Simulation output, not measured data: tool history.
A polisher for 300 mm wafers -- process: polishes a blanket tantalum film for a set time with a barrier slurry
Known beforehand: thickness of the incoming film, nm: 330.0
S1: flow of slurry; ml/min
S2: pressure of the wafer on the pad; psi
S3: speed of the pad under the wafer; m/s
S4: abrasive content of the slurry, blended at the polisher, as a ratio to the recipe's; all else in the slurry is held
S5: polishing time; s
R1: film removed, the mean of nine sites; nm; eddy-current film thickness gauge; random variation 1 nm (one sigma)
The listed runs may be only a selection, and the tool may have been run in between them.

{"run": 1, "hour": 0.0, "S1": 240, "S2": 2.4, "S3": 1.24, "S4": 1.0, "S5": 67, "R1": 171.66}
{"run": 2, "hour": 5.3, "S1": 240, "S2": 2.4, "S3": 1.34, "S4": 1.0, "S5": 67, "R1": 179.11}
{"run": 3, "hour": 7.8, "S1": 240, "S2": 2.4, "S3": 1.34, "S4": 0.85, "S5": 67, "R1": 173.5}
{"run": 4, "hour": 8.5, "S1": 240, "S2": 1.9, "S3": 1.34, "S4": 0.85, "S5": 67, "R1": 147.94}
{"run": 5, "hour": 9.0, "S1": 240, "S2": 1.9, "S3": 1.14, "S4": 0.85, "S5": 67, "R1": 131.98}
{"run": 6, "hour": 11.0, "S1": 240, "S2": 1.9, "S3": 1.14, "S4": 1.0, "S5": 67, "R1": 138.42}
{"run": 7, "hour": 16.2, "S1": 240, "S2": 1.7, "S3": 1.14, "S4": 1.0, "S5": 67, "R1": 126.44}
{"run": 8, "hour": 21.4, "S1": 240, "S2": 1.7, "S3": 1.14, "S4": 1.0, "S5": 67, "R1": 125.54}
{"run": 9, "hour": 22.8, "S1": 240, "S2": 1.6, "S3": 1.14, "S4": 1.0, "S5": 67, "R1": 121.93}
{"run": 10, "hour": 29.0, "S1": 240, "S2": 1.6, "S3": 1.14, "S4": 1.0, "S5": 67, "R1": 123.88}

Expected results for the next run?
{"run": 11, "hour": 30.8, "S1": 240, "S2": 1.5, "S3": 1.14, "S4": 1.0, "S5": 67, "R1": "?"}

Logged for run 11: R1 117.42 nm.
